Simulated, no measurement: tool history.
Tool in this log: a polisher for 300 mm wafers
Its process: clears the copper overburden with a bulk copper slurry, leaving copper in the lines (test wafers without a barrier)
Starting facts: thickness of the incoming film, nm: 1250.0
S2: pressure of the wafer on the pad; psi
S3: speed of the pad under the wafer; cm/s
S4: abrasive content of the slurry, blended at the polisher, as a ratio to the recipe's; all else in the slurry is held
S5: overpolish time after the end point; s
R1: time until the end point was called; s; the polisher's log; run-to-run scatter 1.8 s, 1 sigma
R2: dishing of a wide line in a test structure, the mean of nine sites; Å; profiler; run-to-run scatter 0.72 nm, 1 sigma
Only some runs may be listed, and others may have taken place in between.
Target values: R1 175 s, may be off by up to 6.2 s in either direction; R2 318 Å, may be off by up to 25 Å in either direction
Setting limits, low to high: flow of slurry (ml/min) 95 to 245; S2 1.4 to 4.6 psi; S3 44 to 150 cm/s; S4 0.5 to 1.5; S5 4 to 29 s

run 1 hour=0 | flow_of_slurry_(ml/min)=155 S2=3 S3=96 S4=1 S5=15 | R1=164.97 R2=439.88
run 2 hour=4.9 | flow_of_slurry_(ml/min)=150 S2=2.9 S3=96 S4=1 S5=12 | R1=175.58 R2=405.84
run 3 hour=6.7 | flow_of_slurry_(ml/min)=165 S2=2.8 S3=98 S4=1 S5=10 | R1=173.46 R2=359
run 4 hour=15 | flow_of_slurry_(ml/min)=165 S2=3.2 S3=98 S4=1 S5=10 | R1=154.46 R2=391.08
run 5 hour=18.3 | flow_of_slurry_(ml/min)=165 S2=3.5 S3=98 S4=1 S5=10 | R1=139.14 R2=406.91
run 6 hour=24.7 | flow_of_slurry_(ml/min)=165 S2=3.5 S3=98 S4=1.15 S5=10 | R1=136.02 R2=417.91
run 7 hour=27.9 | flow_of_slurry_(ml/min)=160 S2=3.3 S3=98 S4=1.15 S5=8 | R1=143.54 R2=360.22
run 8 hour=36.9 | flow_of_slurry_(ml/min)=160 S2=3.1 S3=98 S4=1.15 S5=8 | R1=154.95 R2=346.9
run 9 hour=41.7 | flow_of_slurry_(ml/min)=155 S2=3 S3=98 S4=1.15 S5=8 | R1=158.77 R2=344.97
run 10 hour=44.8 | flow_of_slurry_(ml/min)=155 S2=2.9 S3=98 S4=1.15 S5=8 | R1=164.18 R2=339.35
run 11 hour=49.3 | flow_of_slurry_(ml/min)=140 S2=2.7 S3=98 S4=1.15 S5=6 | R1=180.34 R2=258.57
run 12 hour=53.3 | flow_of_slurry_(ml/min)=150 S2=2.7 S3=98 S4=1.15 S5=6 | R1=175.14 R2=252.21
run 13 hour=58.7 | flow_of_slurry_(ml/min)=155 S2=2.7 S3=98 S4=1.15 S5=7 | R1=173.05 R2=288.78

Which of these 5 next moves meets every target?
run A hour=64.1 | flow_of_slurry_(ml/min)=165 S2=3 S3=98 S4=1.2 S5=9 | R1=? R2=?
run B hour=64.1 | flow_of_slurry_(ml/min)=205 S2=2.3 S3=120 S4=1.15 S5=8 | R1=? R2=?
run C hour=64.1 | flow_of_slurry_(ml/min)=130 S2=2.3 S3=116 S4=1.05 S5=7 | R1=? R2=?
run D hour=64.1 | flow_of_slurry_(ml/min)=150 S2=3 S3=92 S4=1.05 S5=8 | R1=? R2=?
run E hour=64.1 | flow_of_slurry_(ml/min)=180 S2=2.8 S3=104 S4=1.15 S5=7 | R1=? R2=?

move=A R1=153.55 R2=361.68
move=B R1=159.15 R2=322.56
move=C R1=182.02 R2=271.92
move=D R1=171.22 R2=315.53
move=E R1=154.24 R2=308.07
A: pushes the last run's worst result past its target
B: brings the last run's worst result on target, with another outside its allowed miss
C: lands further from the targets than the last run did
D: hits every target within its allowed miss
E: brings the last run's worst result on target, with another outside its allowed miss
So the answer is move D, the one that meets all the targets.

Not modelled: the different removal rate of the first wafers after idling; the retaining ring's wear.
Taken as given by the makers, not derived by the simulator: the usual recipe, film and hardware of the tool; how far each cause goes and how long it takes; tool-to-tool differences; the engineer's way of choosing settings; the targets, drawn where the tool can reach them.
